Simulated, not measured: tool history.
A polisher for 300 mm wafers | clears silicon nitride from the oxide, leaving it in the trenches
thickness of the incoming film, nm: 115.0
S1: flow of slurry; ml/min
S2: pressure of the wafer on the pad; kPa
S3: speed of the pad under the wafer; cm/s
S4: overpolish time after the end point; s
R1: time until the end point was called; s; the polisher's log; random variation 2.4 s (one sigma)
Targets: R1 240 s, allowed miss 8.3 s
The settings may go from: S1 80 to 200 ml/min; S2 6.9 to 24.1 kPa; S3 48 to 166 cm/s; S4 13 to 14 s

run  hour   S1    S2   S3  S4      R1
  1     0  130  15.2  106  13  160.02
  2   3.3  130  15.2   82  13  206.39
  3   6.4  130  15.2  102  13  167.95
  4  14.3  130  14.5  102  13  174.88
  5    15  130  14.5  102  14  170.22
  6  23.3  130  13.8  102  14  181.74
  7  31.6  130  13.1  102  14  184.81
  8  32.2  130  12.4  102  14  193.87

Which of these 4 next moves meets every target?
  A  32.8  125  10.3  84  14   ?
  B  32.8  115   9.7  94  13   ?
  C  32.8  130  12.4  88  14   ?
  D  32.8  130  13.1  84  14   ?

move      R1
   A  253.04
   B  239.47
   C  217.84
   D  221.06
A: takes the result that was furthest off past its target
B: meets every target
C: nearer than the last run, and not there yet
D: nearer than the last run, and not there yet
The right move is B.
